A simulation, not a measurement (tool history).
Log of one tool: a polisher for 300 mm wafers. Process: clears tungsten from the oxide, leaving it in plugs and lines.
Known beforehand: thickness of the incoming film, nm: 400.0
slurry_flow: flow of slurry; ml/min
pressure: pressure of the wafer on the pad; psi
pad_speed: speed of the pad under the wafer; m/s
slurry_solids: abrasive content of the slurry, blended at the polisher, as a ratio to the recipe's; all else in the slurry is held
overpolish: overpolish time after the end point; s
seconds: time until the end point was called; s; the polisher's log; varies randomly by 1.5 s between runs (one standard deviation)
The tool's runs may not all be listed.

run	day	slurry_flow	pressure	pad_speed	slurry_solids	overpolish	seconds
1	0.000	320	4.2	0.96	1.00	30	67.282
2	0.167	375	4.2	0.96	1.00	30	65.621
3	0.533	375	4.2	0.96	1.15	30	62.576
4	0.742	450	4.2	0.96	1.15	30	60.825
5	1.083	445	3.7	0.90	1.15	30	73.642
6	1.150	445	3.7	0.90	1.15	30	73.132
7	1.429	445	3.3	0.86	1.15	30	85.077
8	1.738	440	3.0	0.84	1.15	30	93.180
9	1.775	440	2.8	0.82	1.15	30	104.300
10	1.929	430	2.6	0.82	1.15	30	110.960
11	2.062	425	1.9	0.78	1.15	30	156.170

Predict the results of run 12:
12	2.175	435	1.9	0.78	1.15	30	?

Run 12 yielded seconds 153.230 s.
